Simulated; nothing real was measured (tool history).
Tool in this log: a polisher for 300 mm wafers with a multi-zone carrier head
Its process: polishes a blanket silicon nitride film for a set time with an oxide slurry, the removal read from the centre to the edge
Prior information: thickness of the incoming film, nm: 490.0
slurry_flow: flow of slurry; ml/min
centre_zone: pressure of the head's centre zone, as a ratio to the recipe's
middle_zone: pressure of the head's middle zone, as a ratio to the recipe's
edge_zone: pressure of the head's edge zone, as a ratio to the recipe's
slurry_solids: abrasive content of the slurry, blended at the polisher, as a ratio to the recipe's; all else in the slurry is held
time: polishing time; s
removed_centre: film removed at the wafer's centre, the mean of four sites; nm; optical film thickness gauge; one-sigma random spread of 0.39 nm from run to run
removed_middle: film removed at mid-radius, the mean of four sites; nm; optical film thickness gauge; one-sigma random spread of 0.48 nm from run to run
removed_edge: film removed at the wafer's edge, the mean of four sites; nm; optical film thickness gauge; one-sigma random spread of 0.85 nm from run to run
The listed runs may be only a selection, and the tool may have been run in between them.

run 1 hour=0 | slurry_flow=230 centre_zone=1 middle_zone=1 edge_zone=1 slurry_solids=1 time=79 | removed_centre=54.306 removed_middle=53.085 removed_edge=54.406
run 2 hour=3.1 | slurry_flow=230 centre_zone=1 middle_zone=1 edge_zone=1 slurry_solids=1 time=59 | removed_centre=40.45 removed_middle=40.009 removed_edge=40.448
run 3 hour=10.5 | slurry_flow=235 centre_zone=0.96 middle_zone=1.03 edge_zone=1.04 slurry_solids=1.1 time=60 | removed_centre=41.297 removed_middle=44.06 removed_edge=44.405
run 4 hour=14.6 | slurry_flow=240 centre_zone=0.94 middle_zone=1.05 edge_zone=1.07 slurry_solids=1.2 time=60 | removed_centre=42.705 removed_middle=46.42 removed_edge=47.572
run 5 hour=22.1 | slurry_flow=250 centre_zone=0.92 middle_zone=1.08 edge_zone=1.1 slurry_solids=1.25 time=60 | removed_centre=43.366 removed_middle=48.675 removed_edge=48.567
run 6 hour=26.3 | slurry_flow=250 centre_zone=0.92 middle_zone=1.12 edge_zone=1.1 slurry_solids=1.25 time=60 | removed_centre=42.988 removed_middle=50.466 removed_edge=49.439
run 7 hour=31.6 | slurry_flow=245 centre_zone=0.9 middle_zone=1.13 edge_zone=1.12 slurry_solids=1.3 time=61 | removed_centre=43.338 removed_middle=51.49 removed_edge=51.238
run 8 hour=35.3 | slurry_flow=250 centre_zone=0.89 middle_zone=1.14 edge_zone=1.14 slurry_solids=1.35 time=61 | removed_centre=44.311 removed_middle=53.368 removed_edge=52.907

Predict the results of run 9:
run 9 hour=39.1 | slurry_flow=280 centre_zone=0.82 middle_zone=1.15 edge_zone=1.19 slurry_solids=1.5 time=62 | removed_centre=? removed_middle=? removed_edge=?

{"run 9": {"removed_centre": 44.31, "removed_middle": 57.308, "removed_edge": 57.167}}
